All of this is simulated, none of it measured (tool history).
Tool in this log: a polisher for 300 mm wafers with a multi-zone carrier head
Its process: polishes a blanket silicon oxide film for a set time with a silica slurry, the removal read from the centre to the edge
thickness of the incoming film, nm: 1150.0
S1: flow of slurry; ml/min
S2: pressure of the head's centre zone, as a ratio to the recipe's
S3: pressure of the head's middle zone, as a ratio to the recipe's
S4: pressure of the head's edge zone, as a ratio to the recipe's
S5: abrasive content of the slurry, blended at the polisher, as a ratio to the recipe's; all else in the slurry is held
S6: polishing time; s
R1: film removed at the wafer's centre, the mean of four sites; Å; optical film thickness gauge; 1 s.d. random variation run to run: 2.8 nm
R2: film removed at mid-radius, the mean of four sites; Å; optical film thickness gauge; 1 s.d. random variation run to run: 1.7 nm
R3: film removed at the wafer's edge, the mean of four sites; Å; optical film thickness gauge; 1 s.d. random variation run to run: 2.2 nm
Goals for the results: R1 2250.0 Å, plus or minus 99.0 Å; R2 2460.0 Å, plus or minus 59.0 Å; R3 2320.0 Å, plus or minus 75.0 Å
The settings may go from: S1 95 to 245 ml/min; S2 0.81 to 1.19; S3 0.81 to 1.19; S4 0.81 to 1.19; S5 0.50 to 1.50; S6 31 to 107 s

Run 1, hour 0.0: S1 155 ml/min, S2 1.00, S3 1.00, S4 1.00, S5 1.00, S6 69 s. Result: R1 3550.6 Å, R2 3428.3 Å, R3 3440.3 Å.
Run 2, hour 7.0: S1 155 ml/min, S2 1.00, S3 1.00, S4 1.00, S5 1.00, S6 62 s. Result: R1 3171.2 Å, R2 3118.4 Å, R3 3094.6 Å.
Run 3, hour 14.1: S1 155 ml/min, S2 1.00, S3 1.00, S4 1.00, S5 1.00, S6 55 s. Result: R1 2820.0 Å, R2 2766.6 Å, R3 2740.9 Å.
Run 4, hour 18.3: S1 155 ml/min, S2 1.00, S3 0.92, S4 1.00, S5 1.00, S6 55 s. Result: R1 2737.2 Å, R2 2581.3 Å, R3 2742.2 Å.
Run 5, hour 21.3: S1 155 ml/min, S2 1.07, S3 0.92, S4 1.00, S5 1.00, S6 55 s. Result: R1 2974.0 Å, R2 2568.1 Å, R3 2766.4 Å.
Run 6, hour 28.8: S1 140 ml/min, S2 1.01, S3 0.93, S4 0.94, S5 0.95, S6 55 s. Result: R1 2789.0 Å, R2 2514.1 Å, R3 2528.6 Å.
Run 7, hour 33.1: S1 105 ml/min, S2 0.91, S3 0.97, S4 0.94, S5 0.90, S6 55 s. Result: R1 2153.6 Å, R2 2333.2 Å, R3 2337.0 Å.
Run 8, hour 38.3: S1 130 ml/min, S2 0.92, S3 1.00, S4 0.89, S5 0.90, S6 55 s. Result: R1 2344.2 Å, R2 2562.4 Å, R3 2405.4 Å.
Run 9, hour 45.0: S1 125 ml/min, S2 0.92, S3 1.00, S4 0.89, S5 0.90, S6 55 s. Result: R1 2333.9 Å, R2 2528.5 Å, R3 2384.0 Å.

Exactly one of the 5 candidate moves below puts every result within its allowed miss. Which one?
Run A, hour 51.7: S1 135 ml/min, S2 0.94, S3 1.02, S4 0.85, S5 0.90, S6 54 s. Result: R1 ?, R2 ?, R3 ?.
Run B, hour 51.7: S1 125 ml/min, S2 0.95, S3 1.05, S4 0.83, S5 1.00, S6 53 s. Result: R1 ?, R2 ?, R3 ?.
Run C, hour 51.7: S1 135 ml/min, S2 0.87, S3 0.96, S4 0.83, S5 0.95, S6 53 s. Result: R1 ?, R2 ?, R3 ?.
Run D, hour 51.7: S1 125 ml/min, S2 0.89, S3 1.04, S4 0.87, S5 0.85, S6 56 s. Result: R1 ?, R2 ?, R3 ?.
Run E, hour 51.7: S1 130 ml/min, S2 0.95, S3 1.06, S4 0.85, S5 0.95, S6 53 s. Result: R1 ?, R2 ?, R3 ?.

move      R1      R2      R3
   A  2467.5  2570.8  2308.6
   B  2498.8  2646.2  2306.4
   C  2288.6  2451.6  2293.5
   D  2314.4  2597.2  2330.4
   E  2476.6  2640.1  2299.7
A: lands further from the targets than the last run did
B: lands further from the targets than the last run did
C: meets every target
D: lands further from the targets than the last run did
E: lands further from the targets than the last run did
Answer: C
